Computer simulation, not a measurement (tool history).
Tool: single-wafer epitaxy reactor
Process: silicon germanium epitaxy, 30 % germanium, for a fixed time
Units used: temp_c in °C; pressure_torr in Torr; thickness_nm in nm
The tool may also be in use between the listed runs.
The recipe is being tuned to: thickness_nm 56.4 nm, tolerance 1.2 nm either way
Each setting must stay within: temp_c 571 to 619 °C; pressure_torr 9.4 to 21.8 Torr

run,hour,temp_c,pressure_torr,thickness_nm
1,0,595,15.6,47.249
2,0.6,598,15.7,49.844
3,5.4,598,18.2,53.524
4,11.1,599,18.2,55.405
# hour 15.6: pyrometer calibrated
5,15.6,593,18.2,45.25
6,21.4,595,18.2,47.317
7,29,597,18.2,48.942
8,32.6,599,18.2,51.338
9,41.4,600,18.2,51.89
10,44.9,602,18.2,54.138

Consider the 5 candidate settings below. Which is the only one whose results all fall within their allowed miss of target?
A,48.4,602,19.7,?
B,48.4,596,21.6,?
C,48.4,597,20.6,?
D,48.4,598,21.1,?
E,48.4,595,20.1,?

move,thickness_nm
A,56.554
B,51.984
C,51.985
D,53.651
E,49.305
A: each result inside its tolerance
B: its largest miss is bigger than the last run's
C: its largest miss is bigger than the last run's
D: its largest miss is bigger than the last run's
E: its largest miss is bigger than the last run's
Move A is the one to make.
